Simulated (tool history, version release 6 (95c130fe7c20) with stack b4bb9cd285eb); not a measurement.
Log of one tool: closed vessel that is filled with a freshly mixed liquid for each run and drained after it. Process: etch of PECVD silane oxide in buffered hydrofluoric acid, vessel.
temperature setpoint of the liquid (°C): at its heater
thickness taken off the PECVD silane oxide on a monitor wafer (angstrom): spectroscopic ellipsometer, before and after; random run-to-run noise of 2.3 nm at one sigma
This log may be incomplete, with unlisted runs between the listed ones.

run,day,temperature setpoint of the liquid (°C),parts of 40 % ammonium fluoride to one part of 49 % hydrofluoric acid (parts by volume),time in the liquid (s),thickness taken off the PECVD silane oxide on a monitor wafer (angstrom)
1,0.000,22.0,10.5,85,3667.0
2,0.138,22.0,8.5,85,4429.2
3,0.175,21.0,9.0,85,3923.4
4,0.271,20.0,9.0,85,3673.4
5,0.642,20.0,8.0,85,4236.5
6,0.996,19.0,8.5,85,3754.4
7,1.075,18.5,9.0,85,3397.8

Estimate the outcome of run 8 from the log above:
8,1.342,18.0,9.0,85,?

{"run 8": {"thickness taken off the PECVD silane oxide on a monitor wafer (angstrom)": 3300.4}}
